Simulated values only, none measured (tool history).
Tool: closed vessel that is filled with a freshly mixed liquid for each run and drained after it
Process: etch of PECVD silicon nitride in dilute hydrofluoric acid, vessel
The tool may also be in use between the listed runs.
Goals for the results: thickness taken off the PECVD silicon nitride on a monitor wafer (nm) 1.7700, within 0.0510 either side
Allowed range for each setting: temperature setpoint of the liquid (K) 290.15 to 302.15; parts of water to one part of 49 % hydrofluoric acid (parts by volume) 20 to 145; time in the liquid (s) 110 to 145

run,hour,temperature setpoint of the liquid (K),parts of water to one part of 49 % hydrofluoric acid (parts by volume),time in the liquid (s),thickness taken off the PECVD silicon nitride on a monitor wafer (nm)
1,0.0,294.15,80,145,3.0407
2,4.9,293.15,85,145,2.7046
3,6.3,295.65,85,145,3.1846
4,14.9,294.65,90,145,2.7923
5,18.2,296.15,90,145,3.1063
# hour 22.1: thermometer replaced
6,22.1,294.65,90,145,2.9941
7,31.2,293.65,100,145,2.5166
8,37.4,292.65,105,145,2.2439
9,46.6,292.15,105,145,2.1923

Of the 4 settings listed for the next run, only one would bring every result within its allowed miss of target. Which one?
A,55.8,290.65,100,135,?
B,55.8,292.65,110,130,?
C,55.8,291.65,120,145,?
D,55.8,293.65,120,120,?

move,thickness taken off the PECVD silicon nitride on a monitor wafer (nm)
A,1.9258
B,1.9397
C,1.8568
D,1.7599
A: nearer the targets than the last run, but a result is still out of spec
B: nearer the targets than the last run, but a result is still out of spec
C: nearer the targets than the last run, but a result is still out of spec
D: all results land within tolerance of their targets
The right move is D.
